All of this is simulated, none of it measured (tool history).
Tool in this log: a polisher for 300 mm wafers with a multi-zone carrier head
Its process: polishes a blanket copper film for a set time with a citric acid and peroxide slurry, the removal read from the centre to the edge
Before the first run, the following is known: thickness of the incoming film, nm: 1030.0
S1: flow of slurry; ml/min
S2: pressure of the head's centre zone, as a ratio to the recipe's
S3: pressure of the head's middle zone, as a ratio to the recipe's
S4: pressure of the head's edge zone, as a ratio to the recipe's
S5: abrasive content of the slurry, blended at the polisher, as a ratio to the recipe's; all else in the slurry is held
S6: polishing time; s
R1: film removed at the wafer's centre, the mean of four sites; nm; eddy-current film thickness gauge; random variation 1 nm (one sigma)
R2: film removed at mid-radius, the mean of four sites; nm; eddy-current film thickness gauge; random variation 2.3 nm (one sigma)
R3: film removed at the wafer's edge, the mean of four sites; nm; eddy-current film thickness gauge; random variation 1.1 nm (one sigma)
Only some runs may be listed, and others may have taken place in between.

| run | day | S1 | S2 | S3 | S4 | S5 | S6 | R1 | R2 | R3 |
|---|---|---|---|---|---|---|---|---|---|---|
| 1 | 0 | 125 | 1 | 1 | 1 | 1 | 46 | 131.61 | 121.99 | 124.86 |
| 2 | 0.179 | 125 | 1 | 1 | 1 | 1 | 51 | 145.32 | 139 | 141.99 |
| 3 | 0.533 | 125 | 0.93 | 1 | 1 | 1 | 51 | 135.92 | 136.49 | 139.42 |
| 4 | 0.738 | 125 | 0.93 | 0.96 | 1 | 1 | 51 | 133.4 | 136.13 | 139.31 |
| 5 | 0.95 | 125 | 0.93 | 0.96 | 1.06 | 1 | 51 | 134.68 | 135.77 | 143.03 |
| 6 | 1.146 | 125 | 0.93 | 0.96 | 1.01 | 1 | 51 | 135.24 | 135.9 | 139.72 |
| 7 | 1.421 | 130 | 0.93 | 0.97 | 1.01 | 1 | 51 | 136.46 | 133.63 | 141.33 |
| 8 | 1.792 | 130 | 0.94 | 0.99 | 1.01 | 1 | 51 | 138.12 | 139.15 | 140.13 |

The next listed run, before its measurement:
| 9 | 2.021 | 135 | 0.94 | 0.99 | 1.02 | 1 | 51 | ? | ? | ? |

R1: 138.72 nm
R2: 140.42 nm
R3: 142.7 nm
